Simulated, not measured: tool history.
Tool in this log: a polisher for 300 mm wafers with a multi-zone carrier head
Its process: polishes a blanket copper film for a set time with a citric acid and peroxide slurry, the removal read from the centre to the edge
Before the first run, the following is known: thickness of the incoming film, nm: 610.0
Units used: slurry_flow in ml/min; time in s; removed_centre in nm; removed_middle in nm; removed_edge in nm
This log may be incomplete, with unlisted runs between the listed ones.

run 1 hour=0.0 | slurry_flow=280 centre_zone=1.00 middle_zone=1.00 edge_zone=1.00 slurry_solids=1.00 time=78 | removed_centre=195.72 removed_middle=205.85 removed_edge=198.02
run 2 hour=8.4 | slurry_flow=280 centre_zone=1.01 middle_zone=1.00 edge_zone=0.98 slurry_solids=0.95 time=75 | removed_centre=189.74 removed_middle=188.76 removed_edge=189.10
run 3 hour=12.5 | slurry_flow=280 centre_zone=1.01 middle_zone=1.00 edge_zone=0.98 slurry_solids=0.95 time=94 | removed_centre=234.70 removed_middle=236.87 removed_edge=232.45
run 4 hour=17.9 | slurry_flow=280 centre_zone=1.01 middle_zone=1.00 edge_zone=1.02 slurry_solids=0.95 time=94 | removed_centre=234.61 removed_middle=235.56 removed_edge=238.95
run 5 hour=26.1 | slurry_flow=280 centre_zone=1.01 middle_zone=0.94 edge_zone=1.02 slurry_solids=0.95 time=94 | removed_centre=237.34 removed_middle=220.10 removed_edge=235.61
run 6 hour=32.4 | slurry_flow=285 centre_zone=1.02 middle_zone=0.96 edge_zone=0.99 slurry_solids=0.90 time=88 | removed_centre=220.28 removed_middle=211.22 removed_edge=218.07
run 7 hour=38.8 | slurry_flow=285 centre_zone=1.04 middle_zone=0.97 edge_zone=0.97 slurry_solids=0.85 time=83 | removed_centre=210.59 removed_middle=200.25 removed_edge=199.26

Run 8, settings as shown, results not yet in. Your forecast:
run 8 hour=45.1 | slurry_flow=285 centre_zone=1.04 middle_zone=0.97 edge_zone=0.95 slurry_solids=0.80 time=80 | removed_centre=? removed_middle=? removed_edge=?

removed_centre: 200.27 nm
removed_middle: 186.99 nm
removed_edge: 187.20 nm
